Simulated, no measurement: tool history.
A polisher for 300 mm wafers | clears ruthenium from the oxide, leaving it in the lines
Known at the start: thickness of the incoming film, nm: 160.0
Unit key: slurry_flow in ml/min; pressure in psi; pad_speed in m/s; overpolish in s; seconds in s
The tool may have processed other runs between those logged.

run    day  slurry_flow  pressure  pad_speed  overpolish  seconds
  1      0          155       2.1       1.26          35    107.9
  2  0.117          170       2.1       1.26          35   109.54
  3  0.271          170       1.9       1.22          35   124.43
  4  0.433          170       1.7        1.2          35   138.17
  5  0.583          170       1.9        1.2          35   125.27
  6   0.95          170       1.7       1.18          35   142.15
  7  1.158          170       1.6       1.18          35    151.8
  8  1.329          170       1.5       1.18          35   161.38
  9  1.571          170       1.4       1.18          35   171.08
 10  1.717          170       1.3       1.18          35   187.79

What does the tool deliver on the next run?
 11  1.921          170       1.3       1.18          35        ?

seconds: 182.61 s
